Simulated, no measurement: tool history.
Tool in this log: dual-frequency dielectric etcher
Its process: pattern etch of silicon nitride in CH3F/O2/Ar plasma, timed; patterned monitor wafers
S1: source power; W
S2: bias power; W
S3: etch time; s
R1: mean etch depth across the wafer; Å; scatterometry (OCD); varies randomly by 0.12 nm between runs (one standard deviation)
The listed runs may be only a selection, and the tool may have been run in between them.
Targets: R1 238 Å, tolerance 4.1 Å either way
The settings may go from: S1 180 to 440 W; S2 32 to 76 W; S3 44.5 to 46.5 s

run,day,S1,S2,S3,R1
1,0,310,54,44.5,258.58
2,0.3,300,54,44.5,256.36
3,0.646,290,54,44.5,253
4,0.762,280,54,44.5,249.79
5,0.854,280,54,46.5,263.54
6,1.133,240,54,46.5,250.38
7,1.275,230,54,46.5,248.99
8,1.512,230,54,46.5,248.23
9,1.708,220,54,46.5,244.01

5 candidate next runs follow, results not yet known. Just one meets every target within its allowed miss. Identify it.
A,1.904,220,52,45.5,?
B,1.904,200,55,44.5,?
C,1.904,240,52,46.5,?
D,1.904,200,52,45,?
E,1.904,180,56,45,?

move,R1
A,237.28
B,230.25
C,248.74
D,228.37
E,227.59
A: all results land within tolerance of their targets
B: pushes the last run's worst result past its target
C: misses by more than the last run did
D: pushes the last run's worst result past its target
E: pushes the last run's worst result past its target
The move that meets every target is A.
